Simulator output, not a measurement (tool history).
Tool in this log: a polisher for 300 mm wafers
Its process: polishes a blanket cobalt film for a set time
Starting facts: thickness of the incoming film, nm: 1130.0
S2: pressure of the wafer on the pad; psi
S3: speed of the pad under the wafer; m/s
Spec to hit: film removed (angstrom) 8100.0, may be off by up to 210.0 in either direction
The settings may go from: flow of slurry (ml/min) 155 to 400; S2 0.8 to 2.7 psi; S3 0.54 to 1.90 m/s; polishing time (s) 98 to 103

Run 1, hour 0.0: flow of slurry (ml/min) 255, S2 1.7 psi, S3 1.22 m/s, polishing time (s) 98. Result: film removed (angstrom) 5268.2.
Run 2, hour 4.1: flow of slurry (ml/min) 255, S2 1.3 psi, S3 1.22 m/s, polishing time (s) 98. Result: film removed (angstrom) 4068.9.
Run 3, hour 8.1: flow of slurry (ml/min) 255, S2 1.4 psi, S3 1.22 m/s, polishing time (s) 98. Result: film removed (angstrom) 4375.2.
Run 4, hour 8.6: flow of slurry (ml/min) 255, S2 1.4 psi, S3 1.42 m/s, polishing time (s) 98. Result: film removed (angstrom) 5126.2.
Run 5, hour 13.4: flow of slurry (ml/min) 255, S2 1.5 psi, S3 1.42 m/s, polishing time (s) 98. Result: film removed (angstrom) 5469.5.
Run 6, hour 19.2: flow of slurry (ml/min) 255, S2 1.7 psi, S3 1.42 m/s, polishing time (s) 98. Result: film removed (angstrom) 6195.6.
Run 7, hour 24.7: flow of slurry (ml/min) 265, S2 1.9 psi, S3 1.42 m/s, polishing time (s) 98. Result: film removed (angstrom) 6848.9.
Run 8, hour 33.2: flow of slurry (ml/min) 265, S2 2.1 psi, S3 1.42 m/s, polishing time (s) 98. Result: film removed (angstrom) 7668.8.

4 next moves are on the table. One of them brings every result within its allowed miss. Which?
Run A, hour 41.7: flow of slurry (ml/min) 255, S2 2.1 psi, S3 1.34 m/s, polishing time (s) 100. Result: film removed (angstrom) ?.
Run B, hour 41.7: flow of slurry (ml/min) 255, S2 2.2 psi, S3 1.28 m/s, polishing time (s) 101. Result: film removed (angstrom) ?.
Run C, hour 41.7: flow of slurry (ml/min) 305, S2 2.1 psi, S3 1.46 m/s, polishing time (s) 101. Result: film removed (angstrom) ?.
Run D, hour 41.7: flow of slurry (ml/min) 255, S2 2.1 psi, S3 1.28 m/s, polishing time (s) 103. Result: film removed (angstrom) ?.

move  film removed (angstrom)
   A                   7318.8
   B                   7398.6
   C                   8124.5
   D                   7210.1
A: further off than the last run
B: further off than the last run
C: each result inside its tolerance
D: further off than the last run
Go with C: it meets all targets.
